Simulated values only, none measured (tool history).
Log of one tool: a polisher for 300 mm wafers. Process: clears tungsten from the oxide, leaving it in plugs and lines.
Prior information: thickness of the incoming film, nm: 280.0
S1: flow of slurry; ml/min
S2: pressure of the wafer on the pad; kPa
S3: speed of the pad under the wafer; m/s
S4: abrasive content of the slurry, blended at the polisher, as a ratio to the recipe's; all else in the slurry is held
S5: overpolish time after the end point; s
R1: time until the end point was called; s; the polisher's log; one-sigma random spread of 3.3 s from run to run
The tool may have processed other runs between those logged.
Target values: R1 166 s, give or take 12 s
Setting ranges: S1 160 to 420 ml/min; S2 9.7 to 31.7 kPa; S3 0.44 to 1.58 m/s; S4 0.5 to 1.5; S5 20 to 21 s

run 1 day=0 | S1=270 S2=20.7 S3=1 S4=1 S5=20 | R1=75.946
run 2 day=0.133 | S1=270 S2=20.7 S3=1 S4=1.15 S5=20 | R1=74.907
run 3 day=0.388 | S1=270 S2=17.9 S3=0.92 S4=1.15 S5=20 | R1=86.388
run 4 day=0.567 | S1=270 S2=20 S3=0.92 S4=1.15 S5=20 | R1=82.636
run 5 day=0.725 | S1=265 S2=17.2 S3=0.8 S4=1.15 S5=20 | R1=107.07
run 6 day=1.021 | S1=265 S2=17.2 S3=0.8 S4=1.15 S5=20 | R1=109.28
run 7 day=1.371 | S1=265 S2=15.2 S3=0.76 S4=1.15 S5=20 | R1=122.18
run 8 day=1.633 | S1=265 S2=13.8 S3=0.74 S4=1.15 S5=20 | R1=137.71

Exercise: of the 4 proposed moves below, exactly one satisfies all targets within the stated allowed misses. Which move is it?
run A day=1.896 | S1=190 S2=11.7 S3=0.98 S4=1.35 S5=20 | R1=?
run B day=1.896 | S1=255 S2=9.7 S3=0.7 S4=1.1 S5=21 | R1=?
run C day=1.896 | S1=225 S2=11 S3=0.72 S4=1.1 S5=21 | R1=?
run D day=1.896 | S1=250 S2=16.5 S3=0.86 S4=1.1 S5=20 | R1=?

move=A R1=120.01
move=B R1=191.34
move=C R1=172.4
move=D R1=107.04
A: lands further from the targets than the last run did
B: pushes the last run's worst result past its target
C: all results in spec
D: lands further from the targets than the last run did
So the answer is move C, the one that meets all the targets.
